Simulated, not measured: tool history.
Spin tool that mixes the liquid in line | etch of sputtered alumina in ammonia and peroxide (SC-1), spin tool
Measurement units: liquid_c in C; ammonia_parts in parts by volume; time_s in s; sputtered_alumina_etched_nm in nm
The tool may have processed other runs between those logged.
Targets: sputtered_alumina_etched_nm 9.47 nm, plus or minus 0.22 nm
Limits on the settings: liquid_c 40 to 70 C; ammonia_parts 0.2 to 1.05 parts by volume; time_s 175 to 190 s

run 1 day=0 | liquid_c=56 ammonia_parts=0.55 time_s=175 | sputtered_alumina_etched_nm=14.078
run 2 day=0.188 | liquid_c=60 ammonia_parts=0.55 time_s=175 | sputtered_alumina_etched_nm=17.381
run 3 day=0.288 | liquid_c=60 ammonia_parts=0.55 time_s=175 | sputtered_alumina_etched_nm=17.359
run 4 day=0.538 | liquid_c=60 ammonia_parts=0.55 time_s=175 | sputtered_alumina_etched_nm=17.231
run 5 day=0.771 | liquid_c=60 ammonia_parts=0.4 time_s=175 | sputtered_alumina_etched_nm=16.731
run 6 day=1.021 | liquid_c=57 ammonia_parts=0.4 time_s=175 | sputtered_alumina_etched_nm=14.216
run 7 day=1.067 | liquid_c=55 ammonia_parts=0.4 time_s=175 | sputtered_alumina_etched_nm=13.015
run 8 day=1.317 | liquid_c=53 ammonia_parts=0.4 time_s=175 | sputtered_alumina_etched_nm=11.559
run 9 day=1.558 | liquid_c=52 ammonia_parts=0.4 time_s=175 | sputtered_alumina_etched_nm=11.068
run 10 day=1.738 | liquid_c=51 ammonia_parts=0.4 time_s=175 | sputtered_alumina_etched_nm=10.483
run 11 day=1.771 | liquid_c=50.5 ammonia_parts=0.4 time_s=175 | sputtered_alumina_etched_nm=10.272
run 12 day=1.904 | liquid_c=50 ammonia_parts=0.4 time_s=175 | sputtered_alumina_etched_nm=9.7842

Which one of the following 5 next-run settings gets every result inside its allowed miss? There is exactly one.
run A day=2.038 | liquid_c=49.5 ammonia_parts=0.2 time_s=175 | sputtered_alumina_etched_nm=?
run B day=2.038 | liquid_c=49.5 ammonia_parts=0.45 time_s=180 | sputtered_alumina_etched_nm=?
run C day=2.038 | liquid_c=46.5 ammonia_parts=0.5 time_s=190 | sputtered_alumina_etched_nm=?
run D day=2.038 | liquid_c=48.5 ammonia_parts=0.45 time_s=180 | sputtered_alumina_etched_nm=?
run E day=2.038 | liquid_c=48 ammonia_parts=0.55 time_s=190 | sputtered_alumina_etched_nm=?

move=A sputtered_alumina_etched_nm=9.0096
move=B sputtered_alumina_etched_nm=10.013
move=C sputtered_alumina_etched_nm=9.0303
move=D sputtered_alumina_etched_nm=9.4731
move=E sputtered_alumina_etched_nm=9.9126
A: pushes the last run's worst result past its target
B: moves away from the targets compared with the last run
C: pushes the last run's worst result past its target
D: all results land within tolerance of their targets
E: moves away from the targets compared with the last run
The right move is D.

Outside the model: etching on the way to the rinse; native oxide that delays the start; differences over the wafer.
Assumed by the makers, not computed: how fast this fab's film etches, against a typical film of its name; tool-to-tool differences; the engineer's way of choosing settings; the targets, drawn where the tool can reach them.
